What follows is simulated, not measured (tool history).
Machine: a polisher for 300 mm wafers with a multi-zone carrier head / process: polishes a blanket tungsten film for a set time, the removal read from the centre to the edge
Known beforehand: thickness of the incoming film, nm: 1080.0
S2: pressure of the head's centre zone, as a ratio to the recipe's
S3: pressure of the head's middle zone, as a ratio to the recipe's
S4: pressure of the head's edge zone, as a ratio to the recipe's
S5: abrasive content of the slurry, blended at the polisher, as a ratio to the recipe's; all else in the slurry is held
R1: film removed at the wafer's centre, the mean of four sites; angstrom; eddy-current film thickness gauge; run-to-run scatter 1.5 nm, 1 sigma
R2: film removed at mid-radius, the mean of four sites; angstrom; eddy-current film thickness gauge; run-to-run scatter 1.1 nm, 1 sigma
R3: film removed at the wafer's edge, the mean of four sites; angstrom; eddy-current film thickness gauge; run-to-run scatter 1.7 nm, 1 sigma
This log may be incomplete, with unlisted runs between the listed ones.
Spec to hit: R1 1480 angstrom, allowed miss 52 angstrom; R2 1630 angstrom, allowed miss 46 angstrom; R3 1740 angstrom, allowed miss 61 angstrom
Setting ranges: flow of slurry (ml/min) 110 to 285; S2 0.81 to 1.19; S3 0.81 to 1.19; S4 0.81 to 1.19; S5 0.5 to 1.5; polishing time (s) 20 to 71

{"run": 1, "hour": 0.0, "flow of slurry (ml/min)": 180, "S2": 1, "S3": 1, "S4": 1, "S5": 1, "polishing time (s)": 45, "R1": 2696.8, "R2": 2594.4, "R3": 2720.9}
{"run": 2, "hour": 6.1, "flow of slurry (ml/min)": 180, "S2": 1.07, "S3": 1, "S4": 1, "S5": 1, "polishing time (s)": 45, "R1": 2870.2, "R2": 2615.1, "R3": 2676.3}
{"run": 3, "hour": 8.4, "flow of slurry (ml/min)": 145, "S2": 1.07, "S3": 1, "S4": 1, "S5": 1, "polishing time (s)": 45, "R1": 2811.9, "R2": 2566, "R3": 2649.2}
{"run": 4, "hour": 16.5, "flow of slurry (ml/min)": 140, "S2": 1.01, "S3": 1, "S4": 0.98, "S5": 0.85, "polishing time (s)": 41, "R1": 2213.4, "R2": 2204.9, "R3": 2256}
{"run": 5, "hour": 22.8, "flow of slurry (ml/min)": 135, "S2": 0.97, "S3": 0.97, "S4": 0.95, "S5": 0.75, "polishing time (s)": 40, "R1": 2022, "R2": 1948, "R3": 2047.5}
{"run": 6, "hour": 25.1, "flow of slurry (ml/min)": 135, "S2": 0.97, "S3": 0.97, "S4": 0.95, "S5": 0.75, "polishing time (s)": 50, "R1": 2549.2, "R2": 2457.4, "R3": 2539}
{"run": 7, "hour": 25.9, "flow of slurry (ml/min)": 130, "S2": 0.93, "S3": 0.97, "S4": 0.95, "S5": 0.7, "polishing time (s)": 47, "R1": 2183.8, "R2": 2229.8, "R3": 2300.2}
{"run": 8, "hour": 30.0, "flow of slurry (ml/min)": 125, "S2": 0.9, "S3": 0.96, "S4": 0.94, "S5": 0.65, "polishing time (s)": 45, "R1": 1948, "R2": 2068.4, "R3": 2109.7}
{"run": 9, "hour": 37.9, "flow of slurry (ml/min)": 120, "S2": 0.88, "S3": 0.94, "S4": 0.94, "S5": 0.6, "polishing time (s)": 44, "R1": 1797.5, "R2": 1874.7, "R3": 1991.8}
{"run": 10, "hour": 45.6, "flow of slurry (ml/min)": 120, "S2": 0.86, "S3": 0.93, "S4": 0.93, "S5": 0.55, "polishing time (s)": 43, "R1": 1655.5, "R2": 1748.8, "R3": 1878.7}
{"run": 11, "hour": 54.6, "flow of slurry (ml/min)": 110, "S2": 0.81, "S3": 0.91, "S4": 0.87, "S5": 0.5, "polishing time (s)": 42, "R1": 1423.8, "R2": 1565.5, "R3": 1652.9}
{"run": 12, "hour": 59.8, "flow of slurry (ml/min)": 140, "S2": 0.81, "S3": 0.92, "S4": 0.92, "S5": 0.5, "polishing time (s)": 41, "R1": 1397.2, "R2": 1603.6, "R3": 1677}

Which single option among these 4 for the next run brings every result within its allowed miss of target? Just one does.
{"run": "A", "hour": 65.0, "flow of slurry (ml/min)": 110, "S2": 0.87, "S3": 0.9, "S4": 0.99, "S5": 0.65, "polishing time (s)": 36, "R1": "?", "R2": "?", "R3": "?"}
{"run": "B", "hour": 65.0, "flow of slurry (ml/min)": 135, "S2": 0.82, "S3": 0.92, "S4": 0.91, "S5": 0.5, "polishing time (s)": 39, "R1": "?", "R2": "?", "R3": "?"}
{"run": "C", "hour": 65.0, "flow of slurry (ml/min)": 110, "S2": 0.85, "S3": 0.95, "S4": 0.82, "S5": 0.5, "polishing time (s)": 42, "R1": "?", "R2": "?", "R3": "?"}
{"run": "D", "hour": 65.0, "flow of slurry (ml/min)": 120, "S2": 0.82, "S3": 0.9, "S4": 0.88, "S5": 0.65, "polishing time (s)": 38, "R1": "?", "R2": "?", "R3": "?"}

move=A R1=1510.7 R2=1528.9 R3=1723.9
move=B R1=1386.6 R2=1512.2 R3=1596.3
move=C R1=1504.6 R2=1630.8 R3=1610.4
move=D R1=1520.9 R2=1632.2 R3=1735.7
A: corrects the largest miss of the last run, while another result sits out of spec
B: its largest miss is bigger than the last run's
C: corrects the largest miss of the last run, while another result sits out of spec
D: hits every target within its allowed miss
Answer: D
